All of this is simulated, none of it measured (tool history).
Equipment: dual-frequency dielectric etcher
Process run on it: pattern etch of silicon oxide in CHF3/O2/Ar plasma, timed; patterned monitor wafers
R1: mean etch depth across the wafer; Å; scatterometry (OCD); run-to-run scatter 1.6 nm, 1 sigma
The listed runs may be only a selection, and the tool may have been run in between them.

{"run": 1, "day": 0.0, "source power (W)": 730, "bias power (W)": 124, "etch time (s)": 261.5, "R1": 4713.5}
{"run": 2, "day": 0.225, "source power (W)": 730, "bias power (W)": 124, "etch time (s)": 261.5, "R1": 4677}
{"run": 3, "day": 0.262, "source power (W)": 730, "bias power (W)": 109, "etch time (s)": 261.5, "R1": 4586.1}
{"run": 4, "day": 0.35, "source power (W)": 730, "bias power (W)": 130, "etch time (s)": 261.5, "R1": 4722.1}
{"run": 5, "day": 0.546, "source power (W)": 690, "bias power (W)": 128, "etch time (s)": 261, "R1": 4548.6}
{"run": 6, "day": 0.892, "source power (W)": 670, "bias power (W)": 127, "etch time (s)": 261, "R1": 4503.7}

Estimate the outcome of run 7 from the log above:
{"run": 7, "day": 1.096, "source power (W)": 670, "bias power (W)": 127, "etch time (s)": 261, "R1": "?"}

R1: 4475.9 Å
